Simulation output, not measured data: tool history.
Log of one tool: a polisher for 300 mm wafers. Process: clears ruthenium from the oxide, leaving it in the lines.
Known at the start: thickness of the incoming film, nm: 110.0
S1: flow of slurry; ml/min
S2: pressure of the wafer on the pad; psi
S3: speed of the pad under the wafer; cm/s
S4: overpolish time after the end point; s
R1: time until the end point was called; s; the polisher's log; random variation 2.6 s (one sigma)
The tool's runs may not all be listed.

{"run": 1, "day": 0.0, "S1": 125, "S2": 2.5, "S3": 114, "S4": 47, "R1": 88.615}
{"run": 2, "day": 0.042, "S1": 125, "S2": 2.2, "S3": 112, "S4": 47, "R1": 99.503}
{"run": 3, "day": 0.175, "S1": 125, "S2": 2.6, "S3": 112, "S4": 47, "R1": 85.904}
{"run": 4, "day": 0.417, "S1": 125, "S2": 2.3, "S3": 110, "S4": 47, "R1": 95.136}
{"run": 5, "day": 0.521, "S1": 145, "S2": 2.3, "S3": 110, "S4": 47, "R1": 96.872}
{"run": 6, "day": 0.617, "S1": 145, "S2": 2.3, "S3": 126, "S4": 47, "R1": 88.893}

Forecast run 7:
{"run": 7, "day": 0.65, "S1": 135, "S2": 1.6, "S3": 112, "S4": 47, "R1": "?"}

Run 7 gave R1 134.770 s.

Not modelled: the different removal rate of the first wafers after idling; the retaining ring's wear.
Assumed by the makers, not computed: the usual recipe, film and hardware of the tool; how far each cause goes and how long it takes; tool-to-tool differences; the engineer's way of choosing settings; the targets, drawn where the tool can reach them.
